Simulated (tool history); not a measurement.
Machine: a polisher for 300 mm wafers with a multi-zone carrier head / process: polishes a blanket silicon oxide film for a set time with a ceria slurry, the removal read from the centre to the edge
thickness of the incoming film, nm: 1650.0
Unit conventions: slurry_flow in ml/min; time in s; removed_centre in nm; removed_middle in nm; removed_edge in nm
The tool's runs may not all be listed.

run,day,slurry_flow,centre_zone,middle_zone,edge_zone,time,removed_centre,removed_middle,removed_edge
1,0,310,1,1,1,85,535.85,514.63,499.71
2,0.317,305,0.99,0.96,0.99,79,488.02,470,478.2
3,0.362,305,1.01,0.94,0.98,72,456.41,413.4,423.37
4,0.554,305,1.01,0.94,0.98,88,547.95,502.38,521.75
5,0.683,305,1.01,0.94,0.98,75,470.38,434.18,439.45
6,0.754,300,1.01,0.91,0.97,71,445.75,393.49,411.67
7,0.8,300,1.01,0.91,0.97,71,451.73,397.83,433.52
8,0.946,305,1.01,0.91,0.96,67,415.63,377.02,398.33

Expected results for the next run?
9,1.096,305,1.02,0.89,0.93,66,?,?,?

removed_centre: 417.74 nm
removed_middle: 365.16 nm
removed_edge: 385.94 nm
